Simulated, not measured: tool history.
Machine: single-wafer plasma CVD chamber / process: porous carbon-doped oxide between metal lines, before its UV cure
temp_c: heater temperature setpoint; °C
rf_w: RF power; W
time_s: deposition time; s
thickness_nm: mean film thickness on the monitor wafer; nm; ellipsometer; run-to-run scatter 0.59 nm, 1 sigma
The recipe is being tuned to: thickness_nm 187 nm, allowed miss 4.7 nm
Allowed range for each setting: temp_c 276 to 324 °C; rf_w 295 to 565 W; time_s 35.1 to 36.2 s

run 1 hour=0 | temp_c=300 rf_w=430 time_s=35.1 | thickness_nm=171.65
run 2 hour=1.3 | temp_c=294 rf_w=430 time_s=35.1 | thickness_nm=177.61
run 3 hour=9.4 | temp_c=293 rf_w=430 time_s=35.1 | thickness_nm=179.38
run 4 hour=13.5 | temp_c=292 rf_w=430 time_s=35.1 | thickness_nm=179.66
run 5 hour=16.5 | temp_c=298 rf_w=430 time_s=35.1 | thickness_nm=174.07
run 6 hour=19.2 | temp_c=298 rf_w=375 time_s=35.1 | thickness_nm=150.39
run 7 hour=23.8 | temp_c=295 rf_w=385 time_s=35.1 | thickness_nm=158.12
run 8 hour=27.6 | temp_c=292 rf_w=390 time_s=35.1 | thickness_nm=163.38
-- hour=34.8 thermocouple changed; heater temperature recalibrated
run 9 hour=34.8 | temp_c=290 rf_w=395 time_s=35.1 | thickness_nm=164.97
run 10 hour=38 | temp_c=288 rf_w=400 time_s=35.1 | thickness_nm=170.64
run 11 hour=42.5 | temp_c=286 rf_w=405 time_s=35.1 | thickness_nm=175.15
run 12 hour=43.9 | temp_c=285 rf_w=405 time_s=35.1 | thickness_nm=175.02
run 13 hour=46.7 | temp_c=284 rf_w=410 time_s=35.1 | thickness_nm=179.68
run 14 hour=52.5 | temp_c=283 rf_w=410 time_s=35.1 | thickness_nm=179.94
run 15 hour=54.8 | temp_c=282 rf_w=410 time_s=35.1 | thickness_nm=181.01

Which single option among these 5 for the next run brings every result within its allowed miss of target? Just one does.
run A hour=57.1 | temp_c=277 rf_w=400 time_s=35.6 | thickness_nm=?
run B hour=57.1 | temp_c=280 rf_w=390 time_s=35.1 | thickness_nm=?
run C hour=57.1 | temp_c=289 rf_w=420 time_s=35.1 | thickness_nm=?
run D hour=57.1 | temp_c=282 rf_w=430 time_s=36.2 | thickness_nm=?
run E hour=57.1 | temp_c=294 rf_w=475 time_s=36.2 | thickness_nm=?

move=A thickness_nm=187.06
move=B thickness_nm=175.93
move=C thickness_nm=177.49
move=D thickness_nm=196.7
move=E thickness_nm=197.58
A: every result lands within tolerance
B: misses by more than the last run did
C: misses by more than the last run did
D: moves the result that the last run missed by most past its target, out the other side
E: moves the result that the last run missed by most past its target, out the other side
Answer: A
